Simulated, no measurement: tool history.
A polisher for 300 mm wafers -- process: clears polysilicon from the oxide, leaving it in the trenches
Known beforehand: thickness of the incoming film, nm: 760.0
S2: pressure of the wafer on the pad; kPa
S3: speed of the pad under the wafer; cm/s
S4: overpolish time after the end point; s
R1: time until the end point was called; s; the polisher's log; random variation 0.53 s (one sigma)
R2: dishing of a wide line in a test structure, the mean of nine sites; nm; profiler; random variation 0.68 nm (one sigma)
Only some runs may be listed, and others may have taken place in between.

Run 1, hour 0: flow of slurry (ml/min) 245, S2 21.4 kPa, S3 110 cm/s, S4 20 s. Result: R1 41.662 s, R2 52.639 nm.
Run 2, hour 8.4: flow of slurry (ml/min) 245, S2 21.4 kPa, S3 122 cm/s, S4 20 s. Result: R1 37.522 s, R2 52.027 nm.
Run 3, hour 9.7: flow of slurry (ml/min) 245, S2 25.5 kPa, S3 122 cm/s, S4 20 s. Result: R1 31.928 s, R2 51.506 nm.
Run 4, hour 13: flow of slurry (ml/min) 245, S2 25.5 kPa, S3 122 cm/s, S4 24 s. Result: R1 32.01 s, R2 51.826 nm.
Run 5, hour 13.8: flow of slurry (ml/min) 190, S2 25.5 kPa, S3 122 cm/s, S4 24 s. Result: R1 33.382 s, R2 51.352 nm.
Run 6, hour 20.6: flow of slurry (ml/min) 175, S2 20.7 kPa, S3 120 cm/s, S4 20 s. Result: R1 40.892 s, R2 52.661 nm.
Run 7, hour 21.8: flow of slurry (ml/min) 200, S2 17.9 kPa, S3 116 cm/s, S4 26 s. Result: R1 48.022 s, R2 53.686 nm.
Run 8, hour 24.3: flow of slurry (ml/min) 190, S2 16.5 kPa, S3 112 cm/s, S4 19 s. Result: R1 53.529 s, R2 51.084 nm.
Run 9, hour 32.2: flow of slurry (ml/min) 185, S2 15.9 kPa, S3 112 cm/s, S4 16 s. Result: R1 55.29 s, R2 50.562 nm.
Run 10, hour 38.1: flow of slurry (ml/min) 165, S2 13.1 kPa, S3 112 cm/s, S4 6 s. Result: R1 66.393 s, R2 39.333 nm.
Run 11, hour 46: flow of slurry (ml/min) 175, S2 13.1 kPa, S3 112 cm/s, S4 10 s. Result: R1 64.371 s, R2 46.18 nm.

The next listed run, before its measurement:
Run 12, hour 54.5: flow of slurry (ml/min) 185, S2 13.1 kPa, S3 112 cm/s, S4 11 s. Result: R1 ?, R2 ?.

{"run 12": {"R1": 63.987, "R2": 47.84}}

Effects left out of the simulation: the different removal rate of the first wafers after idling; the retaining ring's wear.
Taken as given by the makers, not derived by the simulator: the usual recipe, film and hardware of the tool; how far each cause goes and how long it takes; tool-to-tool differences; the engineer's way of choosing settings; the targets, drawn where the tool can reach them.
